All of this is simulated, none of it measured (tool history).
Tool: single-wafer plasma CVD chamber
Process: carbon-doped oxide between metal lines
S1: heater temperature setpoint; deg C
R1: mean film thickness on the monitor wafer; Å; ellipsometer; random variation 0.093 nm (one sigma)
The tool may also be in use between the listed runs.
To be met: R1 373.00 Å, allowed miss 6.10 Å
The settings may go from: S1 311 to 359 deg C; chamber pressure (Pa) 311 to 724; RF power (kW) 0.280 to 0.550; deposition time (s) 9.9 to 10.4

Run 1, hour 0.0: S1 335 deg C, chamber pressure (Pa) 517, RF power (kW) 0.415, deposition time (s) 10.4. Result: R1 449.41 Å.
Run 2, hour 1.5: S1 335 deg C, chamber pressure (Pa) 455, RF power (kW) 0.415, deposition time (s) 10.4. Result: R1 443.27 Å.
Run 3, hour 2.0: S1 337 deg C, chamber pressure (Pa) 440, RF power (kW) 0.405, deposition time (s) 10.4. Result: R1 430.94 Å.
Run 4, hour 4.0: S1 337 deg C, chamber pressure (Pa) 440, RF power (kW) 0.365, deposition time (s) 10.4. Result: R1 398.96 Å.
Run 5, hour 11.5: S1 339 deg C, chamber pressure (Pa) 432, RF power (kW) 0.365, deposition time (s) 10.4. Result: R1 396.68 Å.
Run 6, hour 19.4: S1 341 deg C, chamber pressure (Pa) 424, RF power (kW) 0.365, deposition time (s) 10.4. Result: R1 393.99 Å.
Run 7, hour 21.3: S1 342 deg C, chamber pressure (Pa) 416, RF power (kW) 0.365, deposition time (s) 10.4. Result: R1 389.83 Å.
Run 8, hour 24.4: S1 343 deg C, chamber pressure (Pa) 412, RF power (kW) 0.365, deposition time (s) 10.4. Result: R1 391.24 Å.
Run 9, hour 32.0: S1 344 deg C, chamber pressure (Pa) 404, RF power (kW) 0.365, deposition time (s) 10.4. Result: R1 388.30 Å.

Which of these 4 next moves meets every target?
Run A, hour 39.6: S1 344 deg C, chamber pressure (Pa) 369, RF power (kW) 0.365, deposition time (s) 10.4. Result: R1 ?.
Run B, hour 39.6: S1 347 deg C, chamber pressure (Pa) 473, RF power (kW) 0.350, deposition time (s) 9.9. Result: R1 ?.
Run C, hour 39.6: S1 342 deg C, chamber pressure (Pa) 420, RF power (kW) 0.370, deposition time (s) 10.3. Result: R1 ?.
Run D, hour 39.6: S1 349 deg C, chamber pressure (Pa) 312, RF power (kW) 0.355, deposition time (s) 10.4. Result: R1 ?.

move      R1
   A  386.14
   B  360.65
   C  391.70
   D  369.98
A: nearer than the last run, and not there yet
B: takes the result that was furthest off past its target
C: further off than the last run
D: meets every target
Move D is the one to make.
